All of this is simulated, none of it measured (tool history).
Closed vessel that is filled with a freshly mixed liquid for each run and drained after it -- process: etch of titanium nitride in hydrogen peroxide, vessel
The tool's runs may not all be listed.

run	hour	temperature setpoint of the liquid (C)	concentration of hydrogen peroxide in the mixed liquid (% by weight)	time in the liquid (s)	thickness taken off the titanium nitride on a monitor wafer (angstrom)
1	0	44	16	905	164.04
2	4.6	44	13	905	156.75
3	9.9	47	13	905	197.1
4	13.7	47	13	905	196.14
5	22.6	47	13	905	196.71
6	26	47	14	905	200.56
7	31.6	49	14	905	231.85
8	38.5	51	14	905	263.79
9	44.5	52.5	14	905	296.95
10	51.4	53.5	14	905	318.73

What does the tool deliver on the next run?
11	60.9	54.5	14	905	?

thickness taken off the titanium nitride on a monitor wafer (angstrom): 337.55
